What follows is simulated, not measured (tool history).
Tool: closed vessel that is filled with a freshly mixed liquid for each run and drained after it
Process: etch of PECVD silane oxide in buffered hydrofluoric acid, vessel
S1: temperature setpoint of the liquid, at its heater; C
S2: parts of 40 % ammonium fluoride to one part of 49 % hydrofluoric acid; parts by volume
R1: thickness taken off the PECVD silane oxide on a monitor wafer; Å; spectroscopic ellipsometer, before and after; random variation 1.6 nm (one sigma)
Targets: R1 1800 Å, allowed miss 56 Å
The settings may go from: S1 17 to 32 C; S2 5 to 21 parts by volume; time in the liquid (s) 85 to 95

{"run": 1, "day": 0.0, "S1": 24, "S2": 13, "time in the liquid (s)": 85, "R1": 1146.5}
{"run": 2, "day": 0.125, "S1": 24, "S2": 13, "time in the liquid (s)": 85, "R1": 1160.3}
{"run": 3, "day": 0.404, "S1": 24, "S2": 15, "time in the liquid (s)": 85, "R1": 994.55}
{"run": 4, "day": 0.512, "S1": 25.5, "S2": 14.5, "time in the liquid (s)": 85, "R1": 1107.3}
{"run": 5, "day": 0.825, "S1": 25.5, "S2": 14.5, "time in the liquid (s)": 95, "R1": 1232}
{"run": 6, "day": 1.146, "S1": 25.5, "S2": 11, "time in the liquid (s)": 95, "R1": 1641.8}
{"run": 7, "day": 1.217, "S1": 26, "S2": 11, "time in the liquid (s)": 95, "R1": 1662.6}
{"run": 8, "day": 1.271, "S1": 26.5, "S2": 11, "time in the liquid (s)": 95, "R1": 1734.7}

4 next moves are on the table. One of them brings every result within its allowed miss. Which?
{"run": "A", "day": 1.325, "S1": 25.5, "S2": 9, "time in the liquid (s)": 85, "R1": "?"}
{"run": "B", "day": 1.325, "S1": 24, "S2": 8, "time in the liquid (s)": 85, "R1": "?"}
{"run": "C", "day": 1.325, "S1": 27, "S2": 11.5, "time in the liquid (s)": 95, "R1": "?"}
{"run": "D", "day": 1.325, "S1": 25.5, "S2": 10.5, "time in the liquid (s)": 95, "R1": "?"}

move=A R1=1712.2
move=B R1=1793.5
move=C R1=1694.4
move=D R1=1708
A: further off than the last run
B: meets every target
C: further off than the last run
D: further off than the last run
Answer: B
